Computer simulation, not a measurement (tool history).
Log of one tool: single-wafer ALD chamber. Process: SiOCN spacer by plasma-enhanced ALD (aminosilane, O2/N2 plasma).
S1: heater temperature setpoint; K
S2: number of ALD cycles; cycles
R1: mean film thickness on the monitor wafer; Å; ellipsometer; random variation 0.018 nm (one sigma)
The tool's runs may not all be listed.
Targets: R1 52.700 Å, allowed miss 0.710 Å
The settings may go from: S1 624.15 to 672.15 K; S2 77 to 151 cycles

run 1 day=0.000 | S1=648.15 S2=114 | R1=65.093
run 2 day=0.054 | S1=641.15 S2=114 | R1=64.631
run 3 day=0.204 | S1=651.15 S2=114 | R1=64.677
run 4 day=0.483 | S1=651.15 S2=110 | R1=62.432
run 5 day=0.562 | S1=651.15 S2=107 | R1=60.472
run 6 day=0.792 | S1=651.15 S2=105 | R1=59.422
run 7 day=1.071 | S1=651.15 S2=88 | R1=49.938
run 8 day=1.379 | S1=651.15 S2=89 | R1=50.461
run 9 day=1.700 | S1=651.15 S2=95 | R1=53.826

Which of these 4 next moves meets every target?
run A day=2.021 | S1=650.15 S2=90 | R1=?
run B day=2.021 | S1=643.15 S2=93 | R1=?
run C day=2.021 | S1=645.15 S2=98 | R1=?
run D day=2.021 | S1=644.15 S2=89 | R1=?

move=A R1=50.628
move=B R1=52.316
move=C R1=55.128
move=D R1=50.065
A: takes the result that was furthest off past its target
B: meets every target
C: further off than the last run
D: takes the result that was furthest off past its target
Move B is the one to make.

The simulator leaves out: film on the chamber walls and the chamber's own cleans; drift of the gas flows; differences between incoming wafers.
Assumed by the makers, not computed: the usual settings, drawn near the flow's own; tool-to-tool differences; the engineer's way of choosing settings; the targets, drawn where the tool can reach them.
